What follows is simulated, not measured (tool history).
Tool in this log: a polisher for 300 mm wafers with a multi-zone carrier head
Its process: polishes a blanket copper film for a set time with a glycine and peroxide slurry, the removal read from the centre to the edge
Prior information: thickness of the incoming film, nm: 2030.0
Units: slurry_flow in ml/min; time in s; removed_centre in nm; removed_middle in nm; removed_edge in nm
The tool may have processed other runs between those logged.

run  hour  slurry_flow  centre_zone  middle_zone  edge_zone  time  removed_centre  removed_middle  removed_edge
  1     0          240            1            1          1    56          243.25          251.05        236.84
  2   2.4          235         0.97         0.97       0.96    47          193.68          204.45        197.68
  3   9.2          235         0.97         0.96       0.92    40           163.9           173.1        165.09
  4  12.9          175         0.97         0.96       0.92    40          162.18          164.49         161.8
  5  16.2          175         0.97         0.93       0.92    40          160.59          165.15        161.44
  6  23.8          175         0.97         0.93       0.92    51          202.93          206.42        205.71

What does the tool deliver on the next run?
  7  30.8          175         0.96         0.94        0.9    44               ?               ?             ?

removed_centre: 171.6 nm
removed_middle: 180.01 nm
removed_edge: 175.61 nm
